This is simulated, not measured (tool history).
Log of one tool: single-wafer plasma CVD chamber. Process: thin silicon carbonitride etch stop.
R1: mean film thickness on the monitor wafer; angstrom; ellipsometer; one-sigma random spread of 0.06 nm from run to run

{"run": 1, "day": 0.0, "RF power (kW)": 0.22, "deposition time (s)": 14.0, "R1": 80.132}
{"run": 2, "day": 0.317, "RF power (kW)": 0.195, "deposition time (s)": 14.0, "R1": 75.817}
{"run": 3, "day": 0.454, "RF power (kW)": 0.185, "deposition time (s)": 14.0, "R1": 73.763}
{"run": 4, "day": 0.638, "RF power (kW)": 0.205, "deposition time (s)": 14.0, "R1": 77.396}
{"run": 5, "day": 0.758, "RF power (kW)": 0.205, "deposition time (s)": 12.8, "R1": 71.757}
{"run": 6, "day": 1.1, "RF power (kW)": 0.205, "deposition time (s)": 13.9, "R1": 77.599}
{"run": 7, "day": 1.438, "RF power (kW)": 0.225, "deposition time (s)": 14.3, "R1": 83.096}

Estimate the outcome of run 8 from the log above:
{"run": 8, "day": 1.471, "RF power (kW)": 0.24, "deposition time (s)": 14.6, "R1": "?"}

R1: 87.369 angstrom
